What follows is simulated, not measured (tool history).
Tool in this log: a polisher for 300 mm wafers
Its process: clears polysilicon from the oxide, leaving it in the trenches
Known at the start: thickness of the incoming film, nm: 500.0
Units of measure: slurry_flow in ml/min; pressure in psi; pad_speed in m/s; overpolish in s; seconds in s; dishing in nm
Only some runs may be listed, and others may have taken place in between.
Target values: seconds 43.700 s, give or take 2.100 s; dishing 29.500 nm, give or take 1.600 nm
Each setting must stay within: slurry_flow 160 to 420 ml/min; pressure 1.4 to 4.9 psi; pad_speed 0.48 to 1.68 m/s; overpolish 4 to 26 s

Run 1, day 0.000: slurry_flow 270 ml/min, pressure 3.1 psi, pad_speed 1.08 m/s, overpolish 13 s. Result: seconds 28.539 s, dishing 58.345 nm.
Run 2, day 0.321: slurry_flow 240 ml/min, pressure 3.1 psi, pad_speed 1.08 m/s, overpolish 13 s. Result: seconds 28.606 s, dishing 58.887 nm.
Run 3, day 0.529: slurry_flow 300 ml/min, pressure 3.1 psi, pad_speed 1.08 m/s, overpolish 13 s. Result: seconds 28.160 s, dishing 56.473 nm.
Run 4, day 0.725: slurry_flow 300 ml/min, pressure 3.1 psi, pad_speed 0.90 m/s, overpolish 13 s. Result: seconds 33.245 s, dishing 57.085 nm.
At day 0.796: head pressure recalibrated.
Run 5, day 0.796: slurry_flow 300 ml/min, pressure 3.1 psi, pad_speed 0.80 m/s, overpolish 13 s. Result: seconds 34.590 s, dishing 55.497 nm.
Run 6, day 0.829: slurry_flow 320 ml/min, pressure 3.1 psi, pad_speed 0.74 m/s, overpolish 12 s. Result: seconds 38.325 s, dishing 53.438 nm.
Run 7, day 1.192: slurry_flow 335 ml/min, pressure 3.2 psi, pad_speed 0.70 m/s, overpolish 11 s. Result: seconds 38.407 s, dishing 52.909 nm.
Run 8, day 1.454: slurry_flow 350 ml/min, pressure 3.2 psi, pad_speed 0.66 m/s, overpolish 10 s. Result: seconds 40.918 s, dishing 50.042 nm.
Run 9, day 1.762: slurry_flow 360 ml/min, pressure 3.3 psi, pad_speed 0.64 m/s, overpolish 9 s. Result: seconds 40.355 s, dishing 47.336 nm.
Run 10, day 1.783: slurry_flow 420 ml/min, pressure 3.5 psi, pad_speed 0.48 m/s, overpolish 4 s. Result: seconds 48.446 s, dishing 26.718 nm.

Which single option among these 4 for the next run brings every result within its allowed miss of target? Just one does.
Run A, day 1.804: slurry_flow 420 ml/min, pressure 2.7 psi, pad_speed 0.60 m/s, overpolish 4 s. Result: seconds ?, dishing ?.
Run B, day 1.804: slurry_flow 420 ml/min, pressure 3.3 psi, pad_speed 0.50 m/s, overpolish 4 s. Result: seconds ?, dishing ?.
Run C, day 1.804: slurry_flow 385 ml/min, pressure 4.0 psi, pad_speed 0.48 m/s, overpolish 4 s. Result: seconds ?, dishing ?.
Run D, day 1.804: slurry_flow 420 ml/min, pressure 3.1 psi, pad_speed 0.56 m/s, overpolish 4 s. Result: seconds ?, dishing ?.

move  seconds  dishing
   A   51.388   26.625
   B   50.241   27.072
   C   43.540   29.992
   D   47.987   27.991
A: the biggest miss grows against the last run
B: the biggest miss grows against the last run
C: each result inside its tolerance
D: nearer the targets than the last run, but a result is still out of spec
Go with C: it meets all targets.
